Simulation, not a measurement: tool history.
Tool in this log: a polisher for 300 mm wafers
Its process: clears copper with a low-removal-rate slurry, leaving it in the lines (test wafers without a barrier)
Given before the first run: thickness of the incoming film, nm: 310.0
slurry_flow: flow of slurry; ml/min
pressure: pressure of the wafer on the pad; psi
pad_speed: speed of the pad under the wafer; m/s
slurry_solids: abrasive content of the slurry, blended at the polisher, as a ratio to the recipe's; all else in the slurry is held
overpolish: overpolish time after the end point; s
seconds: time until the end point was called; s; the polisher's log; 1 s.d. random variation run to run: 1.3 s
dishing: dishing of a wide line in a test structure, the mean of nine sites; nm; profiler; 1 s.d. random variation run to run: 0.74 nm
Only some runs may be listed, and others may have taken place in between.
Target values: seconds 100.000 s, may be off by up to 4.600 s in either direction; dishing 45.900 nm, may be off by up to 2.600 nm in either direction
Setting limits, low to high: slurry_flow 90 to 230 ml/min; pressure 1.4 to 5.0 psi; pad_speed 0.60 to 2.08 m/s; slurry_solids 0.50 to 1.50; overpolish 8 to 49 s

| run | hour | slurry_flow | pressure | pad_speed | slurry_solids | overpolish | seconds | dishing |
|---|---|---|---|---|---|---|---|---|
| 1 | 0.0 | 150 | 3.2 | 1.34 | 1.00 | 25 | 65.663 | 48.674 |
| 2 | 3.6 | 150 | 2.9 | 1.32 | 1.00 | 27 | 72.913 | 49.331 |
| 3 | 4.9 | 150 | 2.7 | 1.32 | 1.00 | 28 | 76.365 | 47.853 |
| 4 | 10.4 | 150 | 2.5 | 1.32 | 1.00 | 29 | 82.796 | 47.414 |
| 5 | 14.3 | 150 | 2.4 | 1.32 | 1.00 | 30 | 86.253 | 45.700 |
| 6 | 22.3 | 150 | 2.4 | 1.32 | 1.00 | 40 | 84.262 | 53.129 |
| 7 | 23.1 | 150 | 2.3 | 1.32 | 1.00 | 39 | 89.360 | 51.937 |
| 8 | 31.1 | 150 | 2.2 | 1.32 | 1.00 | 38 | 90.523 | 50.690 |
| 9 | 39.5 | 150 | 2.1 | 1.32 | 1.00 | 37 | 92.435 | 47.943 |

Consider the 5 candidate settings below. Which is the only one whose results all fall within their allowed miss of target?
| A | 47.9 | 115 | 2.0 | 1.32 | 1.05 | 36 | ? | ? |
| B | 47.9 | 140 | 2.1 | 1.32 | 0.85 | 30 | ? | ? |
| C | 47.9 | 160 | 1.8 | 1.18 | 1.20 | 30 | ? | ? |
| D | 47.9 | 145 | 2.0 | 1.12 | 0.95 | 42 | ? | ? |
| E | 47.9 | 135 | 1.9 | 1.26 | 0.95 | 31 | ? | ? |

| move | seconds | dishing |
|---|---|---|
| A | 99.925 | 46.309 |
| B | 99.265 | 42.065 |
| C | 107.940 | 39.394 |
| D | 115.390 | 46.567 |
| E | 108.250 | 40.327 |
A: all results in spec
B: meets the target for the result that was furthest off, but another lies outside its allowed miss
C: the result that was furthest off in the last run now lies on the other side of its target
D: the result that was furthest off in the last run now lies on the other side of its target
E: the result that was furthest off in the last run now lies on the other side of its target
So the answer is move A, the one that meets all the targets.
